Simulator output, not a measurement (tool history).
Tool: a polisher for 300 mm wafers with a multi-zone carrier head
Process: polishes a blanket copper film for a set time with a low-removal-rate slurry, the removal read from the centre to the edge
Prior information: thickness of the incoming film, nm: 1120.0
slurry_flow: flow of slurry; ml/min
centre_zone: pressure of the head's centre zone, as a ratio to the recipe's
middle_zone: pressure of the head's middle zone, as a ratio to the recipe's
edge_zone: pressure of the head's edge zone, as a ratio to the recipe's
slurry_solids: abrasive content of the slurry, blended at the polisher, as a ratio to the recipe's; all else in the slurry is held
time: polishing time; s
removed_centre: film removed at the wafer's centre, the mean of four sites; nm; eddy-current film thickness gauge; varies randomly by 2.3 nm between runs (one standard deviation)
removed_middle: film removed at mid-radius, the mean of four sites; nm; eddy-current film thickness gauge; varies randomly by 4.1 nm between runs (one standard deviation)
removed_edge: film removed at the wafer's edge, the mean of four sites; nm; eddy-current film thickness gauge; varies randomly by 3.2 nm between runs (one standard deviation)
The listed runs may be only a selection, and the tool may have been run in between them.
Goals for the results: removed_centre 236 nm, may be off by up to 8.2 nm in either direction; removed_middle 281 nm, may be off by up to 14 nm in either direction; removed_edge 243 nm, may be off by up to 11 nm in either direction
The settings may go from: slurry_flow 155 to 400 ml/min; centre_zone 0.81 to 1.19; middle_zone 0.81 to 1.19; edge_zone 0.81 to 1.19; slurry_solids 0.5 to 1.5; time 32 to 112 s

run	hour	slurry_flow	centre_zone	middle_zone	edge_zone	slurry_solids	time	removed_centre	removed_middle	removed_edge
1	0	255	1	1	1	1	72	200.28	191.73	191.63
2	2.5	260	0.99	1.02	1.01	1.05	73	204.65	202.24	194.74
3	9.3	260	0.98	1.03	1.02	1.1	74	201.8	208.94	198.61
4	12.4	260	0.98	1.04	1.03	1.15	75	211.22	215.36	202.19
5	18.6	260	0.98	1.04	1.03	0.95	75	202.03	207	196.31
6	27.4	260	0.97	1.05	1.04	1	77	209.7	224.15	204.78
7	30.6	275	0.95	1.09	1.14	1.25	81	224.79	246.61	234.6
8	36.3	275	0.95	1.1	1.14	1.25	81	227.95	252.97	233.09
9	43.2	275	0.95	1.11	1.14	1.25	81	226.61	246.66	237.58
10	46.5	280	0.94	1.12	1.12	1.25	82	230	255.84	236.89

Next run, 4 choices. One meets every target within its allowed miss, the rest don't. Which?
A	49.8	205	1.04	0.98	1.19	1.5	77	?	?	?
B	49.8	270	0.94	1.16	1.15	1.3	77	?	?	?
C	49.8	290	0.91	1.09	1.19	1.2	84	?	?	?
D	49.8	185	0.91	1.12	0.94	1.45	91	?	?	?

move	removed_centre	removed_middle	removed_edge
A	234.65	214.67	233.11
B	212.08	247.14	226.78
C	221.6	252.91	248.34
D	237.84	279.22	245.55
A: misses by more than the last run did
B: misses by more than the last run did
C: misses by more than the last run did
D: meets every target
Answer: D
